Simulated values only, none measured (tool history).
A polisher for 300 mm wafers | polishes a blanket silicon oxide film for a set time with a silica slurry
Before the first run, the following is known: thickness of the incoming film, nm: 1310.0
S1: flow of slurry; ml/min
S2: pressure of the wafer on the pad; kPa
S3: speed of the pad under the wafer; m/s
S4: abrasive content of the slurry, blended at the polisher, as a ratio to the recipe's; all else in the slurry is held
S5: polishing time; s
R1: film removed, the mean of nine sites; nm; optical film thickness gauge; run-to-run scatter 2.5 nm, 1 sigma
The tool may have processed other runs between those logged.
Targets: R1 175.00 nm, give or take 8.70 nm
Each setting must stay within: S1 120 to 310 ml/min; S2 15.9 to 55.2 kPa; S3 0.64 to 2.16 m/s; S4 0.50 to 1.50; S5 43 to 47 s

run  hour   S1    S2    S3    S4  S5      R1
  1   0.0  200  35.2  1.40  1.00  47  233.38
  2   2.1  200  35.2  1.64  1.00  47  276.24
  3   7.1  200  35.2  1.64  1.00  43  241.67
  4  15.9  240  35.2  1.64  1.00  43  251.11
  5  24.8  240  35.2  1.94  1.00  43  280.91
  6  28.4  240  32.4  1.92  1.00  43  275.18
  7  32.7  240  32.4  1.92  1.00  43  275.18
  8  34.8  240  29.6  1.84  1.00  43  250.33
  9  36.5  240  27.6  1.78  1.00  43  231.14
 10  41.5  240  25.5  1.76  1.00  43  219.50
 11  43.9  240  15.9  1.72  1.00  43  164.36

Which of these 5 next moves meets every target?
  A  46.3  225  15.9  1.52  1.00  43   ?
  B  46.3  205  17.2  1.74  1.00  45   ?
  C  46.3  220  15.9  1.58  1.05  43   ?
  D  46.3  225  17.9  1.72  0.85  43   ?
  E  46.3  255  16.5  1.60  1.00  43   ?

move      R1
   A  146.20
   B  175.49
   C  154.32
   D  156.12
   E  157.76
A: the biggest miss grows against the last run
B: meets every target
C: the biggest miss grows against the last run
D: the biggest miss grows against the last run
E: the biggest miss grows against the last run
Answer: B

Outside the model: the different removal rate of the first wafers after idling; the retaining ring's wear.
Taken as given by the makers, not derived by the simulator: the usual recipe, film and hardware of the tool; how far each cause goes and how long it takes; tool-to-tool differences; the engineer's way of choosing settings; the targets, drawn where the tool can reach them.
